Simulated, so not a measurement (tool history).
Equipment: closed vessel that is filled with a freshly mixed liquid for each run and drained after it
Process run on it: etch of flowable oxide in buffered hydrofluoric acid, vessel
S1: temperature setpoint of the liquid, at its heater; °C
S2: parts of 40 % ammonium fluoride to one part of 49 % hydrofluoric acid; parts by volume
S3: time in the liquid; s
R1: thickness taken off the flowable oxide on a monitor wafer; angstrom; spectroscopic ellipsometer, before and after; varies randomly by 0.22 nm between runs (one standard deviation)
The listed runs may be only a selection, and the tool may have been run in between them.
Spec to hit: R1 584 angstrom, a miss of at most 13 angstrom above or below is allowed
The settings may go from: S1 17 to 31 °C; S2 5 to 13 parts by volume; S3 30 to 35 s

run,day,S1,S2,S3,R1
1,0,23,8,35,1181.7
2,0.079,21.5,9,35,966.58
3,0.304,18.5,9,35,809.42
4,0.429,21.5,9,35,960.2
5,0.608,21.5,10.5,35,858.79
6,0.638,21.5,10.5,35,856.13
7,0.829,20,11,35,753.74
8,1.075,19,11.5,35,681.07
9,1.142,18.5,11.5,35,661.16
10,1.379,18,11.5,35,647.02
11,1.533,17.5,11.5,35,626.17
12,1.875,17.5,11.5,35,627.38

Which of these 5 next moves meets every target?
A,2.217,19.5,12,35,?
B,2.217,19.5,12.5,35,?
C,2.217,19,11.5,35,?
D,2.217,17,12,35,?
E,2.217,22,12,30,?

move,R1
A,676.17
B,649.68
C,685.34
D,586.84
E,666.24
A: misses by more than the last run did
B: misses by more than the last run did
C: misses by more than the last run did
D: each result inside its tolerance
E: misses by more than the last run did
Move D is the one to make.
